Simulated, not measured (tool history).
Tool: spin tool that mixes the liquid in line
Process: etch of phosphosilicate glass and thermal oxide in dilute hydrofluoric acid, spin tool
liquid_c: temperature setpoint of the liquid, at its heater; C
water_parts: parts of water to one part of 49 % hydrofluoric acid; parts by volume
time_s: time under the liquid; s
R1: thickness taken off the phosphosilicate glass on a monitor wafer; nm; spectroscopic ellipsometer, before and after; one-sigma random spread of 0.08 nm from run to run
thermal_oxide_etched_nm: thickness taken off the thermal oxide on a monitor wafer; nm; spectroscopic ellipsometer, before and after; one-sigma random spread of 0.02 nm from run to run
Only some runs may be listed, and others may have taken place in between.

run 1 hour=0.0 | liquid_c=23.0 water_parts=190 time_s=30 | R1=14.999 thermal_oxide_etched_nm=0.71353
run 2 hour=3.5 | liquid_c=23.0 water_parts=190 time_s=40 | R1=20.125 thermal_oxide_etched_nm=0.84586
run 3 hour=7.5 | liquid_c=23.0 water_parts=125 time_s=40 | R1=32.767 thermal_oxide_etched_nm=1.46160
run 4 hour=8.6 | liquid_c=23.0 water_parts=90 time_s=40 | R1=47.767 thermal_oxide_etched_nm=1.91530
run 5 hour=14.3 | liquid_c=23.0 water_parts=90 time_s=50 | R1=59.046 thermal_oxide_etched_nm=2.54170
run 6 hour=22.9 | liquid_c=22.0 water_parts=120 time_s=50 | R1=41.094 thermal_oxide_etched_nm=1.88410
run 7 hour=25.1 | liquid_c=21.5 water_parts=140 time_s=50 | R1=33.681 thermal_oxide_etched_nm=1.44070
run 8 hour=33.7 | liquid_c=21.0 water_parts=155 time_s=50 | R1=29.742 thermal_oxide_etched_nm=1.43300
run 9 hour=42.3 | liquid_c=21.0 water_parts=175 time_s=50 | R1=25.956 thermal_oxide_etched_nm=1.17420
run 10 hour=49.1 | liquid_c=20.5 water_parts=190 time_s=50 | R1=23.171 thermal_oxide_etched_nm=1.00260

Run 11, settings as shown, results not yet in. Your forecast:
run 11 hour=57.6 | liquid_c=18.0 water_parts=265 time_s=50 | R1=? thermal_oxide_etched_nm=?

{"run 11": {"R1": 13.776, "thermal_oxide_etched_nm": 0.62224}}

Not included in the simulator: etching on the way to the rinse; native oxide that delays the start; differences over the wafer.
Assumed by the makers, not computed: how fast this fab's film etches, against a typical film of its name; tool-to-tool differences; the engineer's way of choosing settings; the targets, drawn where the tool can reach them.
